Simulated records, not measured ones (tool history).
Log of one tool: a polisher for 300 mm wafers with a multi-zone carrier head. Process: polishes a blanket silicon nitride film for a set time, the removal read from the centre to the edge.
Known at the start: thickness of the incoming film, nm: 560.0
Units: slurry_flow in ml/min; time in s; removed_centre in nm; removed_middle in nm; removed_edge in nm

run	hour	slurry_flow	centre_zone	middle_zone	edge_zone	time	removed_centre	removed_middle	removed_edge
1	0	180	1	1	1	34	102.06	108.25	103.87
2	3.5	180	1	1	1	39	120.24	122.48	117.62
3	12.2	180	1	1	1	34	105.71	105.93	102.25
4	14	225	1	1	1	34	109.6	108.71	106.32
5	18.6	225	1	1.04	1	34	109.15	113.48	106.68
6	20.6	225	0.95	1.04	1	34	102.8	115.08	105.13
7	27.1	220	0.96	1.01	0.97	33	101.2	107.02	100.88
8	30.2	220	0.96	1.01	0.97	33	99.648	108.23	100.81

The next listed run, before its measurement:
9	31.4	220	0.96	1.01	0.97	33	?	?	?

Run 9 gave removed_centre 98.871 nm, removed_middle 109.68 nm, removed_edge 100.17 nm.
